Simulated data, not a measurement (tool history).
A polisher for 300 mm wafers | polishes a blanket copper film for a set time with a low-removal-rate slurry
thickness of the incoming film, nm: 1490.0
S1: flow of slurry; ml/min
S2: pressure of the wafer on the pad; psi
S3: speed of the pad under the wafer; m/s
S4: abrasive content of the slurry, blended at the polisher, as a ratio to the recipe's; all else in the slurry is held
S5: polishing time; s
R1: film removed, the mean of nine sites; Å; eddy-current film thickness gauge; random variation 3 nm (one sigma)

run  hour   S1   S2    S3   S4   S5      R1
  1   0.0  220  1.7  0.90  1.0  105  1977.9
  2   4.2  220  1.5  0.90  1.0  105  1780.3
  3   5.7  220  1.6  0.90  1.0  105  1890.5
  4   6.7  220  1.7  0.90  1.0  105  1994.1
  5  13.1  220  1.7  0.70  1.0  105  1573.4
  6  16.6  220  1.8  0.70  1.0  105  1649.2

Run 7 comes next. What will it give?
  7  22.3  220  1.9  0.70  1.0  105   ?

R1: 1684.6 Å
